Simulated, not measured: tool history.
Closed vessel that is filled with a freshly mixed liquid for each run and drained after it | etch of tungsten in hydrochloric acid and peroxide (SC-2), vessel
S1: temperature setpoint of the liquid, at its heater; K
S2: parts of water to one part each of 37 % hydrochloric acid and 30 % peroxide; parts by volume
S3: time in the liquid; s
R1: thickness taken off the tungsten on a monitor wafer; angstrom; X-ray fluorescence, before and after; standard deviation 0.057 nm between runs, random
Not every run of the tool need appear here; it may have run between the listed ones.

{"run": 1, "hour": 0.0, "S1": 334.15, "S2": 10.0, "S3": 30, "R1": 237.15}
{"run": 2, "hour": 8.8, "S1": 334.15, "S2": 10.0, "S3": 30, "R1": 237.17}
{"run": 3, "hour": 10.3, "S1": 333.15, "S2": 10.0, "S3": 30, "R1": 226.2}
{"run": 4, "hour": 16.0, "S1": 333.15, "S2": 10.0, "S3": 30, "R1": 223.65}
{"hour": 20.8, "done": "new drum of peroxide connected"}
{"run": 5, "hour": 20.8, "S1": 333.15, "S2": 11.5, "S3": 30, "R1": 206.03}
{"run": 6, "hour": 22.4, "S1": 333.15, "S2": 11.5, "S3": 30, "R1": 207.36}
{"run": 7, "hour": 25.9, "S1": 332.65, "S2": 11.5, "S3": 30, "R1": 199.77}
{"run": 8, "hour": 31.6, "S1": 332.15, "S2": 11.5, "S3": 30, "R1": 194.75}
{"run": 9, "hour": 36.6, "S1": 331.65, "S2": 11.5, "S3": 30, "R1": 187.8}

What will run 10 give?
{"run": 10, "hour": 38.9, "S1": 331.65, "S2": 11.5, "S3": 30, "R1": "?"}

{"run 10": {"R1": 189.16}}

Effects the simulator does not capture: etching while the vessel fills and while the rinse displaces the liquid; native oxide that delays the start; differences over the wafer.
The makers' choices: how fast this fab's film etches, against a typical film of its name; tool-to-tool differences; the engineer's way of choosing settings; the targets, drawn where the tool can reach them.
